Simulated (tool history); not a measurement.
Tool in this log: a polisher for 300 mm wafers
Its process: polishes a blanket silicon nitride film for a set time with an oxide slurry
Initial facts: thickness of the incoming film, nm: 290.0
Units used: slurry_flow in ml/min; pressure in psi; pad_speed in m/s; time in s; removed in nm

{"run": 1, "hour": 0.0, "slurry_flow": 250, "pressure": 3.2, "pad_speed": 1.16, "slurry_solids": 1, "time": 73, "removed": 57.373}
{"run": 2, "hour": 5.8, "slurry_flow": 250, "pressure": 3.2, "pad_speed": 1.16, "slurry_solids": 1, "time": 73, "removed": 57.361}
{"run": 3, "hour": 14.2, "slurry_flow": 250, "pressure": 2.9, "pad_speed": 1.14, "slurry_solids": 1, "time": 73, "removed": 51.641}
{"run": 4, "hour": 20.1, "slurry_flow": 250, "pressure": 2.6, "pad_speed": 1.12, "slurry_solids": 1, "time": 73, "removed": 45.856}
{"run": 5, "hour": 22.8, "slurry_flow": 250, "pressure": 2.4, "pad_speed": 1.12, "slurry_solids": 1, "time": 73, "removed": 41.136}
{"run": 6, "hour": 25.0, "slurry_flow": 250, "pressure": 2.4, "pad_speed": 1.12, "slurry_solids": 1, "time": 77, "removed": 44.536}
{"run": 7, "hour": 34.0, "slurry_flow": 250, "pressure": 2.2, "pad_speed": 1.12, "slurry_solids": 1, "time": 77, "removed": 39.666}

Run 8, settings as shown, results not yet in. Your forecast:
{"run": 8, "hour": 36.6, "slurry_flow": 250, "pressure": 2.1, "pad_speed": 1.12, "slurry_solids": 1, "time": 77, "removed": "?"}

{"run 8": {"removed": 38.026}}
